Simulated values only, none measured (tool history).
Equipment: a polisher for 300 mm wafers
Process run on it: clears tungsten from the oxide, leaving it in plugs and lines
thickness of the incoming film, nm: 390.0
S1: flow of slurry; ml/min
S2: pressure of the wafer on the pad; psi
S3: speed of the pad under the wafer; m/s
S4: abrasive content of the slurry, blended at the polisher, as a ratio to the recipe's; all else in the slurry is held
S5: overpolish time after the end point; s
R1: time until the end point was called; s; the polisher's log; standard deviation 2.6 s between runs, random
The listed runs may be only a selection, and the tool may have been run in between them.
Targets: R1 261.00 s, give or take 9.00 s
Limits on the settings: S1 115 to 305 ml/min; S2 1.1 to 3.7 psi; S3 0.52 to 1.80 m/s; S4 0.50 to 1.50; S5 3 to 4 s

{"run": 1, "hour": 0.0, "S1": 195, "S2": 2.4, "S3": 1.16, "S4": 1.0, "S5": 4, "R1": 119.56}
{"run": 2, "hour": 6.4, "S1": 190, "S2": 2.1, "S3": 1.1, "S4": 1.0, "S5": 4, "R1": 139.6}
{"run": 3, "hour": 12.7, "S1": 210, "S2": 2.1, "S3": 1.1, "S4": 1.0, "S5": 4, "R1": 139.54}
{"run": 4, "hour": 17.3, "S1": 210, "S2": 2.1, "S3": 1.1, "S4": 1.15, "S5": 4, "R1": 132.4}
{"run": 5, "hour": 19.2, "S1": 210, "S2": 2.6, "S3": 1.1, "S4": 1.15, "S5": 4, "R1": 111.22}
{"run": 6, "hour": 23.2, "S1": 210, "S2": 2.3, "S3": 1.02, "S4": 1.15, "S5": 4, "R1": 134.6}
{"run": 7, "hour": 30.4, "S1": 195, "S2": 1.7, "S3": 0.8, "S4": 1.15, "S5": 4, "R1": 217.93}
{"run": 8, "hour": 34.4, "S1": 190, "S2": 1.6, "S3": 0.8, "S4": 1.15, "S5": 4, "R1": 224.07}
{"run": 9, "hour": 36.9, "S1": 190, "S2": 1.5, "S3": 0.8, "S4": 1.15, "S5": 4, "R1": 238.14}
{"hour": 43.8, "done": "slurry tank refilled with fresh slurry and peroxide"}
{"run": 10, "hour": 43.8, "S1": 185, "S2": 1.5, "S3": 0.8, "S4": 1.15, "S5": 4, "R1": 183.94}
{"run": 11, "hour": 49.6, "S1": 195, "S2": 1.5, "S3": 0.8, "S4": 1.15, "S5": 4, "R1": 186.22}

Exactly one of the 5 candidate moves below puts every result within its allowed miss. Which one?
{"run": "A", "hour": 55.4, "S1": 135, "S2": 1.3, "S3": 0.66, "S4": 1.1, "S5": 4, "R1": "?"}
{"run": "B", "hour": 55.4, "S1": 185, "S2": 1.5, "S3": 1.08, "S4": 1.3, "S5": 3, "R1": "?"}
{"run": "C", "hour": 55.4, "S1": 230, "S2": 1.3, "S3": 1.24, "S4": 1.35, "S5": 4, "R1": "?"}
{"run": "D", "hour": 55.4, "S1": 195, "S2": 1.1, "S3": 0.64, "S4": 1.0, "S5": 3, "R1": "?"}
{"run": "E", "hour": 55.4, "S1": 195, "S2": 1.6, "S3": 0.88, "S4": 1.1, "S5": 4, "R1": "?"}

move=A R1=257.00
move=B R1=134.13
move=C R1=125.81
move=D R1=292.42
move=E R1=162.28
A: every result within its allowed miss
B: further off than the last run
C: further off than the last run
D: carries the result that was furthest off beyond its target, to the other side
E: further off than the last run
So the answer is move A, the one that meets all the targets.
